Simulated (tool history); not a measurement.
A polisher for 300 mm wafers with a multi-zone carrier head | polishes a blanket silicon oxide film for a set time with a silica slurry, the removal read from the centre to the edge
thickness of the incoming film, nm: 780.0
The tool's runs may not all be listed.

run,day,flow of slurry (ml/min),pressure of the head's centre zone,pressure of the head's middle zone,pressure of the head's edge zone,abrasive content of the slurry,polishing time (s),film removed at the wafer's centre (Å),film removed at mid-radius (Å),film removed at the wafer's edge (Å)
1,0,185,1,1,1,1,62,961.75,970.8,996.67
2,0.167,185,1,1,0.93,1,62,966.04,990.62,963.99
3,0.533,185,1,1,0.93,0.9,62,918.66,941.2,921.59
4,0.754,185,1,0.94,0.93,0.9,62,935.13,897.08,928.68
5,0.867,225,1,0.94,0.93,0.9,62,949.76,938.72,946.46
6,1.062,225,1,0.94,0.97,0.9,62,956.67,888.57,955.76
7,1.192,225,1,0.94,0.97,0.9,62,943.07,910.5,950.06

Expected results for the next run?
8,1.321,175,0.9,0.93,0.87,0.65,47,?,?,?

Run 8 produced film removed at the wafer's centre (Å) 516.7, film removed at mid-radius (Å) 543.32, film removed at the wafer's edge (Å) 565.64.
